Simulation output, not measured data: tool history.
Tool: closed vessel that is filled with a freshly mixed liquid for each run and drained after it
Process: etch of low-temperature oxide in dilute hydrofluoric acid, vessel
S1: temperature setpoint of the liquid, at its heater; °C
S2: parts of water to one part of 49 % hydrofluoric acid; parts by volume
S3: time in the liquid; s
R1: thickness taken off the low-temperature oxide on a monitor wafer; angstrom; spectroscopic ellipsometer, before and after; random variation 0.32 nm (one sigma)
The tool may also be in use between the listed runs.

run 1 hour=0.0 | S1=22.0 S2=265 S3=170 | R1=117.450
run 2 hour=5.3 | S1=20.0 S2=265 S3=170 | R1=109.630
run 3 hour=10.4 | S1=17.5 S2=265 S3=170 | R1=99.648
run 4 hour=18.4 | S1=17.5 S2=325 S3=170 | R1=78.226
run 5 hour=26.1 | S1=17.0 S2=325 S3=170 | R1=76.627
run 6 hour=29.4 | S1=21.0 S2=235 S3=175 | R1=137.160
run 7 hour=33.9 | S1=23.5 S2=175 S3=175 | R1=216.840
run 8 hour=39.4 | S1=25.5 S2=150 S3=175 | R1=274.980

Forecast run 9:
run 9 hour=45.6 | S1=27.0 S2=135 S3=175 | R1=?

{"run 9": {"R1": 334.05}}
